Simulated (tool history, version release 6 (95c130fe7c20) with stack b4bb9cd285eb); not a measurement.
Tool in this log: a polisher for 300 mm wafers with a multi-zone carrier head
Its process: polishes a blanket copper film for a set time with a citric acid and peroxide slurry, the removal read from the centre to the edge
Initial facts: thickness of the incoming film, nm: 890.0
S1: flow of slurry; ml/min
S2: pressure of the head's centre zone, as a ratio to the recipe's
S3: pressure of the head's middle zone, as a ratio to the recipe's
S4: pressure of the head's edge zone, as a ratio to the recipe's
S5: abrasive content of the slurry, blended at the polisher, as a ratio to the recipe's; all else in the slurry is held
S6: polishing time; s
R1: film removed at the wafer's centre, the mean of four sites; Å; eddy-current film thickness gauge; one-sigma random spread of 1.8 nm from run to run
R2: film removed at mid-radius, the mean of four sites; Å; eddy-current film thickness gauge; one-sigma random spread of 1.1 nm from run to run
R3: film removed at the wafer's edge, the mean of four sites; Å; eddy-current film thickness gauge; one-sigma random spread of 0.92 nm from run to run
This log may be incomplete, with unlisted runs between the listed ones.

{"run": 1, "hour": 0.0, "S1": 275, "S2": 1.0, "S3": 1.0, "S4": 1.0, "S5": 1.0, "S6": 70, "R1": 1314.9, "R2": 1326.6, "R3": 1332.1}
{"run": 2, "hour": 2.2, "S1": 330, "S2": 1.0, "S3": 1.0, "S4": 1.0, "S5": 1.0, "S6": 70, "R1": 1359.1, "R2": 1376.6, "R3": 1341.7}
{"run": 3, "hour": 9.9, "S1": 330, "S2": 1.0, "S3": 1.0, "S4": 1.04, "S5": 1.0, "S6": 70, "R1": 1387.6, "R2": 1361.8, "R3": 1377.8}
{"run": 4, "hour": 16.7, "S1": 330, "S2": 1.0, "S3": 1.0, "S4": 1.04, "S5": 1.0, "S6": 85, "R1": 1663.7, "R2": 1669.4, "R3": 1669.2}
{"run": 5, "hour": 25.2, "S1": 365, "S2": 1.0, "S3": 1.0, "S4": 1.04, "S5": 1.0, "S6": 85, "R1": 1667.4, "R2": 1681.2, "R3": 1656.2}
{"run": 6, "hour": 30.6, "S1": 365, "S2": 1.06, "S3": 1.0, "S4": 1.04, "S5": 1.0, "S6": 85, "R1": 1763.6, "R2": 1651.7, "R3": 1642.3}
{"run": 7, "hour": 36.8, "S1": 365, "S2": 1.07, "S3": 0.95, "S4": 1.0, "S5": 0.85, "S6": 83, "R1": 1670.8, "R2": 1542.0, "R3": 1548.1}
{"run": 8, "hour": 43.2, "S1": 360, "S2": 1.1, "S3": 0.91, "S4": 0.98, "S5": 0.75, "S6": 80, "R1": 1635.5, "R2": 1367.1, "R3": 1455.3}

What does the tool deliver on the next run?
{"run": 9, "hour": 52.2, "S1": 360, "S2": 1.1, "S3": 0.89, "S4": 0.94, "S5": 0.65, "S6": 79, "R1": "?", "R2": "?", "R3": "?"}

{"run 9": {"R1": 1585.1, "R2": 1301.3, "R3": 1384.7}}
